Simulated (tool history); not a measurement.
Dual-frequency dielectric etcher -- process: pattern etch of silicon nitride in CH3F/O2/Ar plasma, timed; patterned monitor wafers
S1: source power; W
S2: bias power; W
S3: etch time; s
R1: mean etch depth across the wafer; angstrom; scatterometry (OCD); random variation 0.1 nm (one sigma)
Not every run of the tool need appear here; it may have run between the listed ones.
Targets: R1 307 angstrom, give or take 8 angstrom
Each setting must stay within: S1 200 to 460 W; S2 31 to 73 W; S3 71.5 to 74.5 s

| run | hour | S1 | S2 | S3 | R1 |
|---|---|---|---|---|---|
| 1 | 0 | 330 | 52 | 71.5 | 397.77 |
| 2 | 7 | 330 | 48 | 71.5 | 386.33 |
| 3 | 7.9 | 330 | 48 | 71.5 | 384.82 |
| 4 | 16 | 330 | 48 | 71.5 | 387.74 |
| 5 | 20 | 290 | 43 | 71.5 | 354.56 |
| 6 | 21.9 | 260 | 41 | 71.5 | 336.29 |
| 7 | 30 | 260 | 41 | 71.5 | 336.22 |
| 8 | 30.9 | 240 | 40 | 71.5 | 319.98 |
| 9 | 33.5 | 230 | 40 | 71.5 | 314.93 |

5 candidate next runs follow, results not yet known. Just one meets every target within its allowed miss. Identify it.
| A | 36.1 | 240 | 42 | 72 | ? |
| B | 36.1 | 200 | 46 | 74 | ? |
| C | 36.1 | 240 | 45 | 71.5 | ? |
| D | 36.1 | 220 | 42 | 74.5 | ? |
| E | 36.1 | 200 | 43 | 71.5 | ? |

| move | R1 |
|---|---|
| A | 327.89 |
| B | 321.58 |
| C | 332.72 |
| D | 327.23 |
| E | 304.07 |
A: moves away from the targets compared with the last run
B: moves away from the targets compared with the last run
C: moves away from the targets compared with the last run
D: moves away from the targets compared with the last run
E: all results land within tolerance of their targets
Answer: E
